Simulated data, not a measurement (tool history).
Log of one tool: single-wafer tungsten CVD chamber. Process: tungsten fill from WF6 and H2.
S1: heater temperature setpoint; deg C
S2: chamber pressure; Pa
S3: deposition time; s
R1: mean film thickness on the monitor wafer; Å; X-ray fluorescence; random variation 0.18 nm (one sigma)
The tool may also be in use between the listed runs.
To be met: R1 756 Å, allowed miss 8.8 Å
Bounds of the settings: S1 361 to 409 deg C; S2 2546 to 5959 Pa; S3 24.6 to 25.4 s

| run | day | S1 | S2 | S3 | R1 |
|---|---|---|---|---|---|
| 1 | 0 | 385 | 4253 | 24.6 | 565.75 |
| 2 | 0.054 | 385 | 4253 | 25.4 | 580.61 |
| 3 | 0.138 | 374 | 4253 | 25.4 | 452.2 |
| 4 | 0.354 | 374 | 3800 | 25.4 | 423.08 |
| 5 | 0.488 | 368 | 3800 | 25.4 | 366.93 |
| 6 | 0.779 | 374 | 3800 | 25.4 | 420.79 |
| 7 | 1.112 | 379 | 3800 | 25.4 | 474.03 |
| 8 | 1.225 | 383 | 3800 | 25.4 | 520.82 |
| 9 | 1.342 | 386 | 3800 | 25.4 | 556.64 |
| 10 | 1.458 | 389 | 3800 | 25.4 | 596.24 |
| 11 | 1.775 | 391 | 3800 | 25.4 | 625.51 |
| 12 | 1.821 | 402 | 3813 | 25.4 | 783.73 |

5 next moves are on the table. One of them brings every result within its allowed miss. Which?
| A | 1.867 | 402 | 3893 | 25.4 | ? |
| B | 1.867 | 400 | 4066 | 24.6 | ? |
| C | 1.867 | 401 | 4186 | 24.6 | ? |
| D | 1.867 | 403 | 3880 | 25.4 | ? |
| E | 1.867 | 402 | 4066 | 25 | ? |

| move | R1 |
|---|---|
| A | 793.67 |
| B | 757.13 |
| C | 785.5 |
| D | 808.13 |
| E | 801.17 |
A: further off than the last run
B: meets every target
C: further off than the last run
D: further off than the last run
E: further off than the last run
Move B is the one to make.
